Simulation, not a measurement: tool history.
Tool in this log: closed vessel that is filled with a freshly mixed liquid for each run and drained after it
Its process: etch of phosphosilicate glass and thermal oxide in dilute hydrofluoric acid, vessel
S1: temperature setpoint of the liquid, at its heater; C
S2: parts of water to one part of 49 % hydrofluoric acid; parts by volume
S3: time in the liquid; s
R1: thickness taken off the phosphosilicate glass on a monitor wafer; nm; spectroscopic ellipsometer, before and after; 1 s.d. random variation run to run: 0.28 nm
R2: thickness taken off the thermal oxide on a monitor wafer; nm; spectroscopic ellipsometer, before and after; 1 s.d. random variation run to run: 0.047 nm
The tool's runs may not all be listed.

run,day,S1,S2,S3,R1,R2
1,0,25,290,60,34.288,0.79255
2,0.071,26,290,60,35.357,0.86769
3,0.425,24.5,290,60,33.95,0.7791
4,0.733,21.5,290,60,30.425,0.75353
5,0.967,22.5,290,60,31.392,0.7748
6,1.104,22.5,200,60,49.42,1.2222
7,1.292,22,200,60,48.97,1.0437

Predict the results of run 8:
8,1.612,22,200,60,?,?

Logged for run 8: R1 48.333 nm, R2 1.2049 nm.

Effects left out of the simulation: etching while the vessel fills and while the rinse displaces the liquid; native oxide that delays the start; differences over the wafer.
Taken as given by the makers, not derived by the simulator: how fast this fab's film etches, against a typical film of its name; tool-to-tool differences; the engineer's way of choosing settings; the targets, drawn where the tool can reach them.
